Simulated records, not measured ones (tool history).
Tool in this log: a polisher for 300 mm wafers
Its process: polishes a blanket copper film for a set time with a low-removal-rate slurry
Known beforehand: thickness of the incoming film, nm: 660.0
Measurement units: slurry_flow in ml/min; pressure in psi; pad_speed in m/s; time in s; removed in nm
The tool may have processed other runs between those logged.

run  hour  slurry_flow  pressure  pad_speed  slurry_solids  time  removed
  1   0.0          160       2.4       0.92            1.0    64   158.73
  2   0.9          160       2.5       0.92            1.0    64   169.21
  3   5.9          160       2.5       0.92            1.1    64   176.00
  4   8.6          160       1.9       0.92            1.1    64   135.94
  5  16.6          160       1.9       0.92            1.1    64   134.89
  6  20.7          160       1.9       0.92            1.1    64   136.43
  7  21.3          160       2.0       0.92            1.1    64   143.31
  8  30.2          160       2.1       0.92            1.1    64   151.00
  9  35.2          160       2.2       0.92            1.1    64   156.24
 10  38.3          160       2.3       0.92            1.1    64   163.06
 11  43.2          160       2.4       0.92            1.1    64   170.47
 12  46.4          160       2.5       0.92            1.1    64   168.42
 13  49.4          160       2.6       0.92            1.1    64   176.59
 14  50.0          160       2.7       0.92            1.1    64   187.98

Run 15 is up next; what results do you expect?
 15  53.4          165       3.0       0.92            1.1    64        ?

removed: 201.52 nm
